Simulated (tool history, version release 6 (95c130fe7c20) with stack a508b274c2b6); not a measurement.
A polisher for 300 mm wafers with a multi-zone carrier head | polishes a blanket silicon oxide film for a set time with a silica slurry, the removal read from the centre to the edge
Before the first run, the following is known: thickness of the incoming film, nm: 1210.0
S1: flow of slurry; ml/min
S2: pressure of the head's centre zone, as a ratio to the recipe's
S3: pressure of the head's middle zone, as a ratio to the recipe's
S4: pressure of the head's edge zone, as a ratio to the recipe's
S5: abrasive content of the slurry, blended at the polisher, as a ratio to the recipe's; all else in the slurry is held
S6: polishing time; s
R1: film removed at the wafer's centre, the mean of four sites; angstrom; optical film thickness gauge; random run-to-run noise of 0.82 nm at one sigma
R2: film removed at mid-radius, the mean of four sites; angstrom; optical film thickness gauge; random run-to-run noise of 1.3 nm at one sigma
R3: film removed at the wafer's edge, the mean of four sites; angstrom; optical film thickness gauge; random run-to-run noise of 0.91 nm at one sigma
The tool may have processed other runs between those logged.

run,day,S1,S2,S3,S4,S5,S6,R1,R2,R3
1,0.000,255,1.00,1.00,1.00,1.00,49,1792.8,1717.1,1767.40
2,0.354,260,1.00,1.02,0.97,0.90,46,1579.7,1512.1,1509.50
3,0.379,205,1.00,1.02,0.97,0.90,46,1529.0,1531.6,1488.00
4,0.429,210,1.00,1.03,0.94,0.80,45,1349.6,1321.2,1302.80
# day 0.558: worn pad replaced by a new one
5,0.558,210,1.00,0.99,0.94,0.80,45,1497.2,1417.6,1431.50
6,0.579,230,1.01,1.03,0.93,0.75,45,1445.7,1371.6,1339.10
7,0.750,245,1.00,1.05,0.91,0.70,44,1289.6,1286.6,1211.70
8,0.892,250,1.01,1.06,0.90,0.65,44,1198.2,1176.4,1116.70
9,1.254,250,1.04,1.14,0.81,0.65,44,1226.2,1280.3,1052.60
10,1.279,250,1.04,1.13,0.81,0.60,44,1109.8,1116.0,937.03
11,1.642,255,1.04,1.13,0.82,0.60,44,1101.5,1133.5,946.98
12,1.683,255,1.04,1.12,0.83,0.60,44,1101.6,1113.6,965.60
13,1.783,250,1.04,1.11,0.83,0.60,44,1097.3,1107.5,956.65

Predict the results of run 14:
14,2.129,250,1.04,1.11,0.84,0.60,44,?,?,?

{"run 14": {"R1": 1104.4, "R2": 1135.1, "R3": 955.67}}
